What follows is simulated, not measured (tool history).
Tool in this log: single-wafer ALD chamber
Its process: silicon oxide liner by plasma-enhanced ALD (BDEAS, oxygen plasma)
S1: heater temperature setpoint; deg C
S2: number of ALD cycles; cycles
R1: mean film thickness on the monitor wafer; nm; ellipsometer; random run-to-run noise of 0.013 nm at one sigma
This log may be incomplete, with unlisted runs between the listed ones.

| run | hour | S1 | S2 | R1 |
|---|---|---|---|---|
| 1 | 0.0 | 310 | 46 | 3.9701 |
| 2 | 8.6 | 315 | 46 | 3.9182 |
| 3 | 13.3 | 316 | 46 | 3.9326 |
| 4 | 14.8 | 316 | 40 | 3.4247 |
| 5 | 23.4 | 306 | 40 | 3.4812 |
| 6 | 24.2 | 306 | 35 | 3.0502 |
| 7 | 26.2 | 306 | 36 | 3.1481 |
| 8 | 30.6 | 306 | 37 | 3.2185 |
| 9 | 34.5 | 306 | 38 | 3.2840 |
| 10 | 38.7 | 306 | 40 | 3.4848 |
| 11 | 46.5 | 305 | 40 | 3.5029 |

What will run 12 give?
| 12 | 54.2 | 304 | 40 | ? |

Run 12 came out at R1 3.4890 nm.
